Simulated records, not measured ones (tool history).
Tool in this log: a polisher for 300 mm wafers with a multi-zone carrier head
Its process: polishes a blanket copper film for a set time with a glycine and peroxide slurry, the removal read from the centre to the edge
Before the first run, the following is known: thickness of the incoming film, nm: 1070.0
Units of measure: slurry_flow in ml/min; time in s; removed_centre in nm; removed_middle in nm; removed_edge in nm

run,hour,slurry_flow,centre_zone,middle_zone,edge_zone,time,removed_centre,removed_middle,removed_edge
1,0.0,145,1.00,1.00,1.00,62,386.84,387.26,388.76
2,1.9,145,1.06,1.00,1.00,62,413.63,394.00,384.64
3,10.9,150,1.06,1.01,1.02,63,420.54,407.71,401.20
4,12.6,155,1.06,1.02,1.04,64,433.29,405.68,396.30
5,18.5,150,1.05,1.02,1.03,66,435.77,418.35,410.39
6,27.1,150,1.05,1.02,1.03,53,353.00,340.74,330.67
7,29.3,180,1.01,1.12,1.13,71,479.95,521.95,486.27

Forecast run 8:
8,35.0,180,1.01,1.12,1.13,71,?,?,?

removed_centre: 476.09 nm
removed_middle: 525.91 nm
removed_edge: 480.69 nm

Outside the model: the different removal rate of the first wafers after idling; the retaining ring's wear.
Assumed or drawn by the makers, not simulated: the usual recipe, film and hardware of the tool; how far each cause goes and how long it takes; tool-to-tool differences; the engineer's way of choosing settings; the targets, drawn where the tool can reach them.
